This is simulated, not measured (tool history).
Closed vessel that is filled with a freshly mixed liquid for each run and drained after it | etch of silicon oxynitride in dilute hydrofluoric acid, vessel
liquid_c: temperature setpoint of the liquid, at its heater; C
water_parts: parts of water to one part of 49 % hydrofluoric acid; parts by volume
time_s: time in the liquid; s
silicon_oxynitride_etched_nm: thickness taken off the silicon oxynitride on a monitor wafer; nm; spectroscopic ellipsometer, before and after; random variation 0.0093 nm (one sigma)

Run 1, day 0: liquid_c 25 C, water_parts 95 parts by volume, time_s 95 s. Result: silicon_oxynitride_etched_nm 3.7174 nm.
Run 2, day 0.308: liquid_c 24 C, water_parts 95 parts by volume, time_s 95 s. Result: silicon_oxynitride_etched_nm 3.5275 nm.
Run 3, day 0.683: liquid_c 24 C, water_parts 95 parts by volume, time_s 70 s. Result: silicon_oxynitride_etched_nm 2.6161 nm.
Run 4, day 0.821: liquid_c 24 C, water_parts 75 parts by volume, time_s 70 s. Result: silicon_oxynitride_etched_nm 3.3566 nm.
Run 5, day 0.875: liquid_c 23.5 C, water_parts 75 parts by volume, time_s 70 s. Result: silicon_oxynitride_etched_nm 3.2689 nm.
Run 6, day 0.975: liquid_c 23 C, water_parts 75 parts by volume, time_s 70 s. Result: silicon_oxynitride_etched_nm 3.1945 nm.
At day 1.192: thermometer replaced.
Run 7, day 1.192: liquid_c 22.5 C, water_parts 75 parts by volume, time_s 70 s. Result: silicon_oxynitride_etched_nm 2.8407 nm.

Run 8 comes next. What will it give?
Run 8, day 1.317: liquid_c 22 C, water_parts 75 parts by volume, time_s 70 s. Result: silicon_oxynitride_etched_nm ?.

Run 8 gave silicon_oxynitride_etched_nm 2.7628 nm.
